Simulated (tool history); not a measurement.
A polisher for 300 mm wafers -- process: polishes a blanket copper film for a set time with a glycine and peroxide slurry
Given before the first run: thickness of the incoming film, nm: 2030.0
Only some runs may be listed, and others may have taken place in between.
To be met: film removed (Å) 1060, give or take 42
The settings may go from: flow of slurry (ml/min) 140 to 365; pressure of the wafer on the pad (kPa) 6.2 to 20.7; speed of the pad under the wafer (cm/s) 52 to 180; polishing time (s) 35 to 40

| run | hour | flow of slurry (ml/min) | pressure of the wafer on the pad (kPa) | speed of the pad under the wafer (cm/s) | polishing time (s) | film removed (Å) |
|---|---|---|---|---|---|---|
| 1 | 0 | 235 | 13.1 | 116 | 40 | 1575.7 |
| 2 | 2.3 | 235 | 11.7 | 114 | 40 | 1426.1 |
| 3 | 4.8 | 235 | 10.3 | 114 | 40 | 1268.2 |
| 4 | 12.7 | 235 | 13.1 | 114 | 40 | 1540.3 |
| 5 | 15.7 | 235 | 13.1 | 114 | 35 | 1366.3 |
| 6 | 18.5 | 235 | 13.1 | 136 | 35 | 1528.2 |
| 7 | 19.5 | 235 | 11.7 | 134 | 35 | 1408.4 |
| 8 | 25.7 | 235 | 10.3 | 132 | 35 | 1249 |
| 9 | 33.9 | 235 | 9.7 | 132 | 35 | 1183.1 |
| 10 | 38 | 235 | 7.6 | 130 | 35 | 985.91 |

Which single option among these 5 for the next run brings every result within its allowed miss of target? Just one does.
| A | 42.1 | 260 | 6.9 | 132 | 35 | ? |
| B | 42.1 | 155 | 7.6 | 136 | 39 | ? |
| C | 42.1 | 230 | 9 | 134 | 36 | ? |
| D | 42.1 | 295 | 7.6 | 112 | 36 | ? |
| E | 42.1 | 285 | 9 | 124 | 37 | ? |

| move | film removed (Å) |
|---|---|
| A | 961.5 |
| B | 1076.1 |
| C | 1181 |
| D | 969.87 |
| E | 1183.7 |
A: lands further from the targets than the last run did
B: each result inside its tolerance
C: the result that was furthest off in the last run now lies on the other side of its target
D: lands further from the targets than the last run did
E: the result that was furthest off in the last run now lies on the other side of its target
Correct choice: B, which meets every target

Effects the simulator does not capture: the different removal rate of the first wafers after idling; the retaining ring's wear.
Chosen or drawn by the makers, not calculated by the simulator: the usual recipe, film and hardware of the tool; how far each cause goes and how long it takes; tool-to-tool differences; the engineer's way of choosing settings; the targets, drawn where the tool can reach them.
